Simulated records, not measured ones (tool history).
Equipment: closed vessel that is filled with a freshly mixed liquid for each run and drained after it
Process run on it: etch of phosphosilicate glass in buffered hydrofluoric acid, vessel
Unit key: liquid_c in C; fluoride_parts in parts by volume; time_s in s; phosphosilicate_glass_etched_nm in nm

| run | hour | liquid_c | fluoride_parts | time_s | phosphosilicate_glass_etched_nm |
|---|---|---|---|---|---|
| 1 | 0.0 | 24.0 | 10.5 | 90 | 461.53 |
| 2 | 5.4 | 22.5 | 10.5 | 90 | 422.63 |
| 3 | 7.7 | 22.5 | 9.0 | 90 | 478.76 |
| 4 | 13.1 | 21.5 | 9.5 | 90 | 423.20 |
| 5 | 17.5 | 20.5 | 9.5 | 90 | 408.40 |
| 6 | 21.0 | 23.5 | 9.5 | 90 | 483.03 |
| 7 | 22.5 | 22.0 | 10.0 | 90 | 423.53 |

Run 8 has not been measured yet. What should we expect?
| 8 | 29.6 | 21.0 | 10.0 | 90 | ? |

Run 8 measured phosphosilicate_glass_etched_nm 402.82 nm.

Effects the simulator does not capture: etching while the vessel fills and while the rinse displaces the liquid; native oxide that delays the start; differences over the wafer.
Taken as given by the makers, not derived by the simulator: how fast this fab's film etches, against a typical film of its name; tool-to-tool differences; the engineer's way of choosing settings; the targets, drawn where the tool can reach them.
